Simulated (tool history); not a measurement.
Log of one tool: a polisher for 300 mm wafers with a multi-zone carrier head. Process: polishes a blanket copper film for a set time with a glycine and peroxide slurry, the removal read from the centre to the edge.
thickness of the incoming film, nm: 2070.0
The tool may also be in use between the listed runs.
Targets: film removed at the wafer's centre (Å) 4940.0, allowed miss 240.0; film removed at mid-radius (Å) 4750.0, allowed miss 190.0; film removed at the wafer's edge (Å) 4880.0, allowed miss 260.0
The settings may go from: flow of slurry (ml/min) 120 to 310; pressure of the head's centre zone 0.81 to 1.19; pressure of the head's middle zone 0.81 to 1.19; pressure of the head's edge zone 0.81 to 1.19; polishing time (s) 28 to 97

run	hour	flow of slurry (ml/min)	pressure of the head's centre zone	pressure of the head's middle zone	pressure of the head's edge zone	polishing time (s)	film removed at the wafer's centre (Å)	film removed at mid-radius (Å)	film removed at the wafer's edge (Å)
1	0.0	200	1.00	1.00	1.00	62	3777.6	3663.7	3680.8
2	7.1	170	1.00	1.00	1.00	62	3543.3	3578.2	3692.2
3	16.0	170	1.00	1.00	1.00	73	4341.1	4170.9	4297.3
4	22.0	180	1.00	1.01	1.02	74	4420.0	4271.3	4277.6
5	28.4	180	1.00	0.95	1.02	74	4398.7	4071.5	4473.5
6	35.1	180	1.09	0.95	1.02	74	4700.5	4124.3	4460.6
7	36.9	180	1.09	0.95	1.02	74	4816.2	4162.1	4416.4
8	42.0	180	1.07	0.96	1.03	76	4852.0	4330.4	4575.6
9	43.1	180	1.06	0.97	1.04	77	4749.3	4410.4	4614.8
10	48.7	185	1.06	0.97	1.05	78	4962.2	4354.6	4785.9
11	54.6	185	1.06	0.97	1.05	78	4850.5	4378.6	4766.1

5 next moves are on the table. One of them brings every result within its allowed miss. Which?
A	60.5	195	1.02	1.01	1.07	80	?	?	?
B	60.5	160	1.13	0.93	1.15	78	?	?	?
C	60.5	205	1.12	0.91	1.05	72	?	?	?
D	60.5	210	1.03	0.88	1.06	78	?	?	?
E	60.5	150	1.06	1.04	1.08	73	?	?	?

move	film removed at the wafer's centre (Å)	film removed at mid-radius (Å)	film removed at the wafer's edge (Å)
A	4905.0	4715.4	4943.4
B	5045.9	4207.8	4911.9
C	4790.0	3944.4	4432.3
D	4863.5	4181.2	4836.1
E	4441.5	4250.7	4417.7
A: meets every target
B: further off than the last run
C: further off than the last run
D: further off than the last run
E: further off than the last run
Move A is the one to make.
